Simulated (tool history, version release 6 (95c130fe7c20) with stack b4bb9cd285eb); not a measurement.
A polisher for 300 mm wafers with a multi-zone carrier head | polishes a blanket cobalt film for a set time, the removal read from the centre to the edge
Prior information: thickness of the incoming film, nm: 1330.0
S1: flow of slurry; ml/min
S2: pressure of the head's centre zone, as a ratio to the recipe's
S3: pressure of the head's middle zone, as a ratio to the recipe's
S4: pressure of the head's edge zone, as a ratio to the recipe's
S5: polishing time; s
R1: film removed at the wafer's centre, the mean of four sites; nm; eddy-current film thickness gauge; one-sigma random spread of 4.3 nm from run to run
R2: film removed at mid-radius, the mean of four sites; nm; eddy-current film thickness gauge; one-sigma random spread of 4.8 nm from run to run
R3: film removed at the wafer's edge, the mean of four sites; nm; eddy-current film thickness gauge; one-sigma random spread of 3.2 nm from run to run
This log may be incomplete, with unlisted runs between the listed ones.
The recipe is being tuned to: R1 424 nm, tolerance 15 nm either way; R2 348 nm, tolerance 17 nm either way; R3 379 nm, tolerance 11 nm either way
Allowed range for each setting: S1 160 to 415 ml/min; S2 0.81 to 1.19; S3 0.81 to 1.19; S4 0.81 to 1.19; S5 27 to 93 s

run 1 day=0 | S1=265 S2=1 S3=1 S4=1 S5=59 | R1=321.56 R2=331.82 R3=323.74
run 2 day=0.1 | S1=275 S2=1.05 S3=0.99 S4=1.04 S5=60 | R1=344.05 R2=323.12 R3=339.89
run 3 day=0.479 | S1=285 S2=1.09 S3=1.01 S4=1.05 S5=61 | R1=366.55 R2=343.79 R3=345.68
run 4 day=0.846 | S1=215 S2=1.09 S3=1.01 S4=1.05 S5=61 | R1=347.33 R2=339.81 R3=336.5
run 5 day=0.925 | S1=245 S2=1.12 S3=1.01 S4=1.07 S5=62 | R1=382.08 R2=342.54 R3=348.72
run 6 day=1.092 | S1=265 S2=1.13 S3=1.01 S4=1.09 S5=62 | R1=390.89 R2=339.04 R3=349.37
run 7 day=1.3 | S1=275 S2=1.13 S3=1.01 S4=1.1 S5=63 | R1=394.47 R2=354.83 R3=362.29
run 8 day=1.542 | S1=285 S2=1.14 S3=1 S4=1.11 S5=63 | R1=397.25 R2=355.82 R3=363.92

Of the 4 settings listed for the next run, only one would bring every result within its allowed miss of target. Which one?
run A day=1.783 | S1=295 S2=1.08 S3=1.03 S4=1.11 S5=61 | R1=? R2=? R3=?
run B day=1.783 | S1=305 S2=1.02 S3=0.89 S4=1.1 S5=69 | R1=? R2=? R3=?
run C day=1.783 | S1=255 S2=1.19 S3=0.97 S4=1.14 S5=65 | R1=? R2=? R3=?
run D day=1.783 | S1=260 S2=1.14 S3=1.18 S4=1.15 S5=61 | R1=? R2=? R3=?

move=A R1=366.94 R2=353.4 R3=355.97
move=B R1=392.97 R2=355.03 R3=402.69
move=C R1=422.9 R2=351.7 R3=379.76
move=D R1=381.68 R2=391.15 R3=357.62
A: misses by more than the last run did
B: misses by more than the last run did
C: all results in spec
D: misses by more than the last run did
So the answer is move C, the one that meets all the targets.

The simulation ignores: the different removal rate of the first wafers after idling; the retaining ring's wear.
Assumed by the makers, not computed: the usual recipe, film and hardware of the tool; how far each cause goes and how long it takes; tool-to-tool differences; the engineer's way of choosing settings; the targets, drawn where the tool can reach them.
